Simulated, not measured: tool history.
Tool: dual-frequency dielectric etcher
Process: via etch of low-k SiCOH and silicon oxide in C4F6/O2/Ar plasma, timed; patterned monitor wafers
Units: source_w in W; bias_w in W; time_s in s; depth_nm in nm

Run 1, day 0: source_w 450 W, bias_w 192 W, time_s 52 s. Result: depth_nm 157.73 nm.
Run 2, day 0.079: source_w 430 W, bias_w 191 W, time_s 52 s. Result: depth_nm 152.6 nm.
Run 3, day 0.371: source_w 420 W, bias_w 190 W, time_s 52 s. Result: depth_nm 150 nm.
Run 4, day 0.617: source_w 410 W, bias_w 190 W, time_s 52 s. Result: depth_nm 147.51 nm.
Run 5, day 0.662: source_w 410 W, bias_w 190 W, time_s 54.5 s. Result: depth_nm 154.57 nm.
Run 6, day 1.004: source_w 410 W, bias_w 163 W, time_s 54.5 s. Result: depth_nm 147.76 nm.
Run 7, day 1.362: source_w 400 W, bias_w 163 W, time_s 54.5 s. Result: depth_nm 145.24 nm.

The next listed run, before its measurement:
Run 8, day 1.571: source_w 400 W, bias_w 163 W, time_s 54.5 s. Result: depth_nm ?.

Run 8 gave depth_nm 146.27 nm.

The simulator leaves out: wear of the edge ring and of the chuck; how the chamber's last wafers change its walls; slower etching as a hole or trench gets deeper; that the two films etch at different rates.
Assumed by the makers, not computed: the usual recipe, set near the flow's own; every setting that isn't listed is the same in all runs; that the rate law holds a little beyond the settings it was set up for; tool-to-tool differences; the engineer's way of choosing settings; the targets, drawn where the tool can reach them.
